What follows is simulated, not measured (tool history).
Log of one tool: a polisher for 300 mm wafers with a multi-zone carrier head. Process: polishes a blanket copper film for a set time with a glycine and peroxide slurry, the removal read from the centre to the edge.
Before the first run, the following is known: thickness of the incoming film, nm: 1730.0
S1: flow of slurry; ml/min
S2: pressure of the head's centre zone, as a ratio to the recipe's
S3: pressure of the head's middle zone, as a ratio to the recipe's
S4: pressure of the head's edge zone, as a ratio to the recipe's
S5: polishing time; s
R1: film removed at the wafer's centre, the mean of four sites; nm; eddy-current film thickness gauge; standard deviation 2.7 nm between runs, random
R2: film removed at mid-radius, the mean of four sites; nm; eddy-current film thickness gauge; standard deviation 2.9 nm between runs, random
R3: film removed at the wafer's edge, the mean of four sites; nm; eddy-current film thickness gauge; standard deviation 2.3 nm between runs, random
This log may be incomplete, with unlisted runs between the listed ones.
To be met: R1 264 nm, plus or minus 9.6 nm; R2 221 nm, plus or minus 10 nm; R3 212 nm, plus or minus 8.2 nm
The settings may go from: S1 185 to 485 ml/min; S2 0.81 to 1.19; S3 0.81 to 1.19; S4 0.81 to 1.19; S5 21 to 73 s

run,hour,S1,S2,S3,S4,S5,R1,R2,R3
1,0,310,1,1,1,47,157.91,159.26,156.01
2,8.1,310,1,0.93,1,47,155.65,150.95,154.19
3,11.3,310,1,0.93,0.96,47,157.27,151.61,149.96
4,12.8,320,1.05,0.95,0.97,51,178.69,169.38,166.69
5,18.2,360,1.05,0.95,0.97,51,180.93,168.24,165.7
6,22.6,360,1.05,0.89,0.97,51,183.19,159.54,169.5
7,28.8,365,1.08,0.91,0.96,54,196.3,170.55,179.68
8,36.7,380,1.11,0.93,0.94,56,210.51,181.96,184.34
9,40.7,390,1.13,0.94,0.93,58,221.26,189.34,187.54
10,45,395,1.15,0.95,0.93,60,238.83,198.07,195.1
11,47,395,1.16,0.96,0.94,61,246.21,208.34,201.07

Next run, 5 choices. One meets every target within its allowed miss, the rest don't. Which?
A,49,345,0.97,0.93,0.97,66,?,?,?
B,49,485,1.13,0.87,0.94,61,?,?,?
C,49,460,1.19,1,0.97,63,?,?,?
D,49,350,1.18,1.02,0.87,69,?,?,?
E,49,445,1.12,1.09,0.94,61,?,?,?

move,R1,R2,R3
A,216.22,216.39,219.33
B,239.64,194.8,203.93
C,259.99,223.22,212.8
D,275.93,243.22,218.23
E,236.4,230.98,202.5
A: moves away from the targets compared with the last run
B: moves away from the targets compared with the last run
C: all results in spec
D: the result that was furthest off in the last run now lies on the other side of its target
E: moves away from the targets compared with the last run
C meets every target.

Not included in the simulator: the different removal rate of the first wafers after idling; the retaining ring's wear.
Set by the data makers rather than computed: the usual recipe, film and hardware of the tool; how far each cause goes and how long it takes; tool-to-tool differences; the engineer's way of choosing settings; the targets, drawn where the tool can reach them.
